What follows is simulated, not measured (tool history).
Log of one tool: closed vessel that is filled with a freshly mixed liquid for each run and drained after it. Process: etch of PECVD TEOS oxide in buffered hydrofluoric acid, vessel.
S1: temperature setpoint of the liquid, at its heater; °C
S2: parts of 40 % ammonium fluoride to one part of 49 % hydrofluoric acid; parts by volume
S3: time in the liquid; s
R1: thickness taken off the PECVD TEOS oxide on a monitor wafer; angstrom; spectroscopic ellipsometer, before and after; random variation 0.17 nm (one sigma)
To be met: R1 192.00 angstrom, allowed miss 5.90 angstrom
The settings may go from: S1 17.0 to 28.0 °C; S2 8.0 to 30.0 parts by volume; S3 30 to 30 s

run  hour    S1    S2  S3      R1
  1   0.0  20.0  22.5  30  276.85
  2   7.0  20.0  22.5  30  276.38
  3  11.1  19.0  24.5  30  242.79
  4  12.4  19.0  20.5  30  277.28
  5  21.5  18.5  23.0  30  256.74
  6  26.3  18.5  23.0  30  250.69
  7  29.7  18.0  24.5  30  236.76
  8  37.0  17.5  26.0  30  217.57
  9  39.0  17.5  27.0  30  215.89
 10  40.9  17.5  28.0  30  205.92

Which of these 4 next moves meets every target?
  A  42.8  18.0  28.5  30   ?
  B  42.8  17.0  30.0  30   ?
  C  42.8  17.0  27.0  30   ?
  D  42.8  17.0  26.0  30   ?

move      R1
   A  208.80
   B  190.30
   C  204.72
   D  210.15
A: further off than the last run
B: meets every target
C: nearer than the last run, and not there yet
D: further off than the last run
Move B is the one to make.
